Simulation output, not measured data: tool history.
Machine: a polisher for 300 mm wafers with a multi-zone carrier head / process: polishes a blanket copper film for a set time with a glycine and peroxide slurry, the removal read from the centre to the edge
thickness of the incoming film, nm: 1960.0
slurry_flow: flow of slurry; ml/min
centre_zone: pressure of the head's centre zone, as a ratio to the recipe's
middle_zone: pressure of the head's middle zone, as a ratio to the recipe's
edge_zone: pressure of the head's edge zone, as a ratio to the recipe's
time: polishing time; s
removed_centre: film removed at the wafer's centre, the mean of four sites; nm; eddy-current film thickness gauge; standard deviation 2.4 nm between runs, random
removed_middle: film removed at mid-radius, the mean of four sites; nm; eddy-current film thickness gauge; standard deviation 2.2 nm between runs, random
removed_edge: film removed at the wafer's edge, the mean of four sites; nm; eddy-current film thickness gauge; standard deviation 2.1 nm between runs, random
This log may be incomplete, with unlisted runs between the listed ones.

{"run": 1, "hour": 0.0, "slurry_flow": 210, "centre_zone": 1.0, "middle_zone": 1.0, "edge_zone": 1.0, "time": 34, "removed_centre": 228.79, "removed_middle": 234.94, "removed_edge": 232.98}
{"run": 2, "hour": 2.1, "slurry_flow": 200, "centre_zone": 0.98, "middle_zone": 0.95, "edge_zone": 0.99, "time": 33, "removed_centre": 214.12, "removed_middle": 210.53, "removed_edge": 225.03}
{"run": 3, "hour": 2.8, "slurry_flow": 195, "centre_zone": 0.97, "middle_zone": 0.93, "edge_zone": 0.96, "time": 32, "removed_centre": 211.98, "removed_middle": 206.13, "removed_edge": 212.84}
{"run": 4, "hour": 7.9, "slurry_flow": 195, "centre_zone": 0.97, "middle_zone": 0.96, "edge_zone": 0.96, "time": 32, "removed_centre": 206.52, "removed_middle": 206.81, "removed_edge": 211.21}
{"run": 5, "hour": 16.0, "slurry_flow": 150, "centre_zone": 0.97, "middle_zone": 0.96, "edge_zone": 0.96, "time": 32, "removed_centre": 199.6, "removed_middle": 196.81, "removed_edge": 205.85}
{"run": 6, "hour": 19.5, "slurry_flow": 145, "centre_zone": 0.96, "middle_zone": 0.94, "edge_zone": 0.97, "time": 32, "removed_centre": 193.12, "removed_middle": 191.28, "removed_edge": 202.67}
{"run": 7, "hour": 25.8, "slurry_flow": 145, "centre_zone": 0.96, "middle_zone": 0.94, "edge_zone": 0.97, "time": 32, "removed_centre": 191.87, "removed_middle": 192.68, "removed_edge": 205.35}

Forecast run 8:
{"run": 8, "hour": 27.6, "slurry_flow": 140, "centre_zone": 0.96, "middle_zone": 0.92, "edge_zone": 0.97, "time": 32, "removed_centre": "?", "removed_middle": "?", "removed_edge": "?"}

Run 8 measured removed_centre 188.66 nm, removed_middle 187.25 nm, removed_edge 208.62 nm.
